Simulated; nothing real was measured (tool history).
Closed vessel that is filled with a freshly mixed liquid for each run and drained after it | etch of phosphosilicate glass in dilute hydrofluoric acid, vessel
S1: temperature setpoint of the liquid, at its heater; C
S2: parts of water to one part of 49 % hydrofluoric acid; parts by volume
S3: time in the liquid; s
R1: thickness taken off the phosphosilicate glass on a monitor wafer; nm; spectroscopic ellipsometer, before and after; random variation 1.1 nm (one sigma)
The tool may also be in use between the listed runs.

Run 1, hour 0.0: S1 25.0 C, S2 100 parts by volume, S3 100 s. Result: R1 143.81 nm.
Run 2, hour 6.1: S1 28.0 C, S2 100 parts by volume, S3 100 s. Result: R1 159.98 nm.
Run 3, hour 10.6: S1 28.0 C, S2 115 parts by volume, S3 100 s. Result: R1 137.27 nm.
Run 4, hour 18.1: S1 29.5 C, S2 105 parts by volume, S3 100 s. Result: R1 160.34 nm.
Run 5, hour 24.2: S1 30.5 C, S2 100 parts by volume, S3 100 s. Result: R1 177.04 nm.
Run 6, hour 32.1: S1 30.5 C, S2 100 parts by volume, S3 100 s. Result: R1 176.16 nm.
Run 7, hour 41.2: S1 30.5 C, S2 100 parts by volume, S3 100 s. Result: R1 176.77 nm.
Run 8, hour 50.3: S1 31.0 C, S2 95 parts by volume, S3 100 s. Result: R1 191.30 nm.

The next listed run, before its measurement:
Run 9, hour 53.6: S1 31.5 C, S2 95 parts by volume, S3 100 s. Result: R1 ?.

Run 9 gave R1 195.56 nm.

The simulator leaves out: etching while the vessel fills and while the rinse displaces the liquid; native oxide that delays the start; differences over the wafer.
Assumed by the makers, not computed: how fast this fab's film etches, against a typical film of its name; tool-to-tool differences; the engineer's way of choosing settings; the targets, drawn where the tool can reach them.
